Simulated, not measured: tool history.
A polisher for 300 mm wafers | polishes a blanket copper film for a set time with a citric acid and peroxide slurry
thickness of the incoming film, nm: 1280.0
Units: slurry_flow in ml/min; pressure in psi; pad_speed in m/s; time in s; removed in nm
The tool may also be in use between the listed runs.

run 1 hour=0.0 | slurry_flow=270 pressure=3.8 pad_speed=0.84 slurry_solids=1.0 time=45 | removed=102.71
run 2 hour=6.6 | slurry_flow=275 pressure=4.3 pad_speed=0.84 slurry_solids=1.0 time=45 | removed=112.84
run 3 hour=13.6 | slurry_flow=275 pressure=4.3 pad_speed=0.92 slurry_solids=1.0 time=45 | removed=118.44
run 4 hour=22.4 | slurry_flow=275 pressure=4.8 pad_speed=0.92 slurry_solids=1.0 time=45 | removed=128.62
run 5 hour=25.2 | slurry_flow=230 pressure=4.8 pad_speed=0.92 slurry_solids=1.0 time=45 | removed=124.12
run 6 hour=27.6 | slurry_flow=230 pressure=4.8 pad_speed=0.92 slurry_solids=1.1 time=45 | removed=129.38
run 7 hour=34.9 | slurry_flow=265 pressure=5.0 pad_speed=0.92 slurry_solids=1.1 time=45 | removed=135.57

Forecast run 8:
run 8 hour=42.2 | slurry_flow=265 pressure=5.8 pad_speed=0.92 slurry_solids=1.1 time=45 | removed=?

{"run 8": {"removed": 153.18}}

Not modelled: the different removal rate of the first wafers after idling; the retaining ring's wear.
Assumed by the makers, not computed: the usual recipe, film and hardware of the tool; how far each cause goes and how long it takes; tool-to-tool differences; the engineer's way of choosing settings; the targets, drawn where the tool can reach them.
